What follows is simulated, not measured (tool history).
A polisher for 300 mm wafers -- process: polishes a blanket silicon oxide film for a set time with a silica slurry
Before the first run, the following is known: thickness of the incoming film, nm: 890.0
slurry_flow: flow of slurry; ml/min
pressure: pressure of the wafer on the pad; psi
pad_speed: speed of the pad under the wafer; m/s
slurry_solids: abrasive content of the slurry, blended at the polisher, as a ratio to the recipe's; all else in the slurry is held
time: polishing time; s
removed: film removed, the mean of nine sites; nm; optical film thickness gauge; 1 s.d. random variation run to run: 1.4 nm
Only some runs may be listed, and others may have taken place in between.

run	day	slurry_flow	pressure	pad_speed	slurry_solids	time	removed
1	0	170	2.6	1.42	1	53	114.66
2	0.125	175	2.8	1.42	1	53	122.98
3	0.208	180	3	1.42	1	53	133.49
4	0.379	155	3	1.42	1	53	130.82
5	0.446	155	3	1.42	1	48	117.54
6	0.5	165	3.1	1.44	1	48	123.94
7	0.804	170	3.2	1.46	1	48	131.07
8	1.121	175	3.3	1.48	1	48	136.29

Run 9 has not been measured yet. What should we expect?
9	1.375	180	3.4	1.52	1	48	?

removed: 143.76 nm
